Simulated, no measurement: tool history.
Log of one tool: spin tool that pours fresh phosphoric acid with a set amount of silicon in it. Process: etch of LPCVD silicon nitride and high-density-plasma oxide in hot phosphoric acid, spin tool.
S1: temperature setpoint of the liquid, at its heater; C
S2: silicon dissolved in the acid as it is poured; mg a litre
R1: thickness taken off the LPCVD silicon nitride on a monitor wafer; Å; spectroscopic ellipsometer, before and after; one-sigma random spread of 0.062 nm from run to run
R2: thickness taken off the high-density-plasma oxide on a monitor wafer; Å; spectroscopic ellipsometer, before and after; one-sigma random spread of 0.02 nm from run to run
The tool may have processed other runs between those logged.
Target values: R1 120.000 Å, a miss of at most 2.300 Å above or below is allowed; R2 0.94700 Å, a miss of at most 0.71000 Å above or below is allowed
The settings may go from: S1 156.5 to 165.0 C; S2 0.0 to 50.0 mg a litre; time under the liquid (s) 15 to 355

run 1 day=0.000 | S1=160.0 S2=29.0 time_under_the_liquid_(s)=180 | R1=156.030 R2=1.15190
run 2 day=0.096 | S1=160.0 S2=29.0 time_under_the_liquid_(s)=115 | R1=99.902 R2=0.69845
run 3 day=0.408 | S1=161.0 S2=29.0 time_under_the_liquid_(s)=115 | R1=103.710 R2=1.12130
run 4 day=0.667 | S1=161.0 S2=29.0 time_under_the_liquid_(s)=190 | R1=169.670 R2=1.68310
run 5 day=0.767 | S1=161.0 S2=23.0 time_under_the_liquid_(s)=190 | R1=170.490 R2=2.49240
run 6 day=0.800 | S1=161.0 S2=39.0 time_under_the_liquid_(s)=190 | R1=172.400 R2=0.74981
run 7 day=0.971 | S1=159.5 S2=33.0 time_under_the_liquid_(s)=180 | R1=154.720 R2=1.35830
run 8 day=1.038 | S1=159.5 S2=33.0 time_under_the_liquid_(s)=180 | R1=153.960 R2=1.38320
run 9 day=1.154 | S1=159.0 S2=35.0 time_under_the_liquid_(s)=170 | R1=143.130 R2=1.24980
run 10 day=1.283 | S1=158.5 S2=36.5 time_under_the_liquid_(s)=160 | R1=131.870 R2=0.92237
run 11 day=1.388 | S1=158.0 S2=36.0 time_under_the_liquid_(s)=155 | R1=126.090 R2=0.53114
run 12 day=1.521 | S1=157.5 S2=30.5 time_under_the_liquid_(s)=155 | R1=123.450 R2=1.13810

4 candidate next runs follow, results not yet known. Just one meets every target within its allowed miss. Identify it.
run A day=1.654 | S1=158.0 S2=35.0 time_under_the_liquid_(s)=155 | R1=? R2=?
run B day=1.654 | S1=158.5 S2=34.5 time_under_the_liquid_(s)=145 | R1=? R2=?
run C day=1.654 | S1=158.0 S2=31.0 time_under_the_liquid_(s)=155 | R1=? R2=?
run D day=1.654 | S1=157.0 S2=33.5 time_under_the_liquid_(s)=160 | R1=? R2=?

move=A R1=127.110 R2=0.90729
move=B R1=120.940 R2=0.90309
move=C R1=127.110 R2=1.08880
move=D R1=126.820 R2=0.93409
A: the biggest miss grows against the last run
B: all results land within tolerance of their targets
C: the biggest miss grows against the last run
D: the biggest miss grows against the last run
B is the move that brings every result within its allowed miss.
